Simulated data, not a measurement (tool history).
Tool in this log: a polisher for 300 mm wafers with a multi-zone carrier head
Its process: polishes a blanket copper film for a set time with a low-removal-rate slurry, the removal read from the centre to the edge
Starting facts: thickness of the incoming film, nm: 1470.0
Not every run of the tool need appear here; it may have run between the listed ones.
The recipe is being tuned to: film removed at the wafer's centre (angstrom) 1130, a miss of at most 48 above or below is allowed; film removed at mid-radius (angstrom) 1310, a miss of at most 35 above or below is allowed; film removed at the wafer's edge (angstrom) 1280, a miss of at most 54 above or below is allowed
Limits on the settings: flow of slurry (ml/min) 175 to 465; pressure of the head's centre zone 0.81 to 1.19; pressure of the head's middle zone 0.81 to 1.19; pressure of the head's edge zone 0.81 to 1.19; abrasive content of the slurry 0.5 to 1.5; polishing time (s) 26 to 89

| run | day | flow of slurry (ml/min) | pressure of the head's centre zone | pressure of the head's middle zone | pressure of the head's edge zone | abrasive content of the slurry | polishing time (s) | film removed at the wafer's centre (angstrom) | film removed at mid-radius (angstrom) | film removed at the wafer's edge (angstrom) |
|---|---|---|---|---|---|---|---|---|---|---|
| 1 | 0 | 295 | 1 | 1 | 1 | 1 | 57 | 1042.4 | 1069.1 | 1022.1 |
| 2 | 0.154 | 300 | 0.99 | 1.02 | 1.04 | 1.1 | 58 | 1074.3 | 1122.5 | 1101.1 |
| 3 | 0.279 | 310 | 0.99 | 1.05 | 1.07 | 1.15 | 58 | 1113.5 | 1162.6 | 1134.2 |
| 4 | 0.654 | 310 | 0.99 | 1.05 | 1.07 | 1.3 | 58 | 1161.7 | 1200.9 | 1150.8 |
| 5 | 0.767 | 315 | 0.97 | 1.07 | 1.1 | 1.3 | 58 | 1115 | 1205.2 | 1209.3 |
| 6 | 0.804 | 315 | 0.89 | 1.07 | 1.1 | 1.3 | 58 | 1033.1 | 1216.8 | 1229.9 |
| 7 | 1.142 | 325 | 0.9 | 1.08 | 1.11 | 1.3 | 58 | 1057.2 | 1221 | 1196.8 |
| 8 | 1.488 | 325 | 0.9 | 1.09 | 1.12 | 1.35 | 58 | 1040.1 | 1226.4 | 1242.6 |
| 9 | 1.675 | 370 | 0.97 | 1.15 | 1.1 | 1.4 | 59 | 1196 | 1316.3 | 1259.2 |

Exactly one of the 4 candidate moves below puts every result within its allowed miss. Which one?
| A | 1.862 | 365 | 1.04 | 1.13 | 1.06 | 1.35 | 60 | ? | ? | ? |
| B | 1.862 | 360 | 0.95 | 1.16 | 1.18 | 1.35 | 59 | ? | ? | ? |
| C | 1.862 | 380 | 1.04 | 1.16 | 1.08 | 1.5 | 57 | ? | ? | ? |
| D | 1.862 | 425 | 0.95 | 1.19 | 1.02 | 1.35 | 58 | ? | ? | ? |

| move | film removed at the wafer's centre (angstrom) | film removed at mid-radius (angstrom) | film removed at the wafer's edge (angstrom) |
|---|---|---|---|
| A | 1307.6 | 1331 | 1244.7 |
| B | 1172.4 | 1327.2 | 1291.2 |
| C | 1281.1 | 1322.9 | 1229.1 |
| D | 1169.4 | 1341.7 | 1191 |
A: misses by more than the last run did
B: every result within its allowed miss
C: misses by more than the last run did
D: brings the last run's worst result on target, with another outside its allowed miss
B is the move that brings every result within its allowed miss.
